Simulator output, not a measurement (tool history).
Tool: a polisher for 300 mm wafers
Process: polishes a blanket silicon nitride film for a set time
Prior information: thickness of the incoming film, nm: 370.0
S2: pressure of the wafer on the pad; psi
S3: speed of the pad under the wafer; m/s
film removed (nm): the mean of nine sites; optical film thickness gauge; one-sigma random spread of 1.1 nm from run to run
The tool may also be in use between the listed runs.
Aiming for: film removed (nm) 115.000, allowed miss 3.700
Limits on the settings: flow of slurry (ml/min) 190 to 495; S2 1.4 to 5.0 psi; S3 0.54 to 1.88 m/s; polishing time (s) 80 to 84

{"run": 1, "hour": 0.0, "flow of slurry (ml/min)": 320, "S2": 3.2, "S3": 1.2, "polishing time (s)": 80, "film removed (nm)": 172.79}
{"run": 2, "hour": 7.6, "flow of slurry (ml/min)": 320, "S2": 3.0, "S3": 1.2, "polishing time (s)": 80, "film removed (nm)": 162.03}
{"run": 3, "hour": 11.4, "flow of slurry (ml/min)": 320, "S2": 3.0, "S3": 1.2, "polishing time (s)": 80, "film removed (nm)": 158.23}
{"run": 4, "hour": 20.2, "flow of slurry (ml/min)": 320, "S2": 2.9, "S3": 1.2, "polishing time (s)": 80, "film removed (nm)": 155.89}
{"run": 5, "hour": 24.6, "flow of slurry (ml/min)": 360, "S2": 2.9, "S3": 1.2, "polishing time (s)": 80, "film removed (nm)": 158.72}
{"run": 6, "hour": 25.4, "flow of slurry (ml/min)": 355, "S2": 2.8, "S3": 1.2, "polishing time (s)": 80, "film removed (nm)": 153.13}
{"run": 7, "hour": 33.6, "flow of slurry (ml/min)": 350, "S2": 2.7, "S3": 1.2, "polishing time (s)": 80, "film removed (nm)": 145.45}
{"run": 8, "hour": 39.8, "flow of slurry (ml/min)": 350, "S2": 2.6, "S3": 1.2, "polishing time (s)": 80, "film removed (nm)": 140.06}
{"run": 9, "hour": 46.1, "flow of slurry (ml/min)": 350, "S2": 1.9, "S3": 1.18, "polishing time (s)": 80, "film removed (nm)": 105.79}
{"run": 10, "hour": 50.7, "flow of slurry (ml/min)": 355, "S2": 1.9, "S3": 1.18, "polishing time (s)": 80, "film removed (nm)": 104.43}
{"run": 11, "hour": 51.5, "flow of slurry (ml/min)": 360, "S2": 1.9, "S3": 1.18, "polishing time (s)": 80, "film removed (nm)": 104.99}
{"run": 12, "hour": 52.6, "flow of slurry (ml/min)": 370, "S2": 2.0, "S3": 1.18, "polishing time (s)": 80, "film removed (nm)": 110.1}

5 candidate next runs follow, results not yet known. Just one meets every target within its allowed miss. Identify it.
{"run": "A", "hour": 53.7, "flow of slurry (ml/min)": 335, "S2": 1.8, "S3": 1.26, "polishing time (s)": 80, "film removed (nm)": "?"}
{"run": "B", "hour": 53.7, "flow of slurry (ml/min)": 350, "S2": 1.8, "S3": 1.16, "polishing time (s)": 84, "film removed (nm)": "?"}
{"run": "C", "hour": 53.7, "flow of slurry (ml/min)": 355, "S2": 1.6, "S3": 1.34, "polishing time (s)": 80, "film removed (nm)": "?"}
{"run": "D", "hour": 53.7, "flow of slurry (ml/min)": 450, "S2": 1.9, "S3": 1.1, "polishing time (s)": 80, "film removed (nm)": "?"}
{"run": "E", "hour": 53.7, "flow of slurry (ml/min)": 395, "S2": 1.9, "S3": 1.34, "polishing time (s)": 80, "film removed (nm)": "?"}

move=A film_removed_(nm)=103.840
move=B film_removed_(nm)=103.180
move=C film_removed_(nm)=97.898
move=D film_removed_(nm)=101.320
move=E film_removed_(nm)=115.610
A: the biggest miss grows against the last run
B: the biggest miss grows against the last run
C: the biggest miss grows against the last run
D: the biggest miss grows against the last run
E: hits every target within its allowed miss
The right move is E.
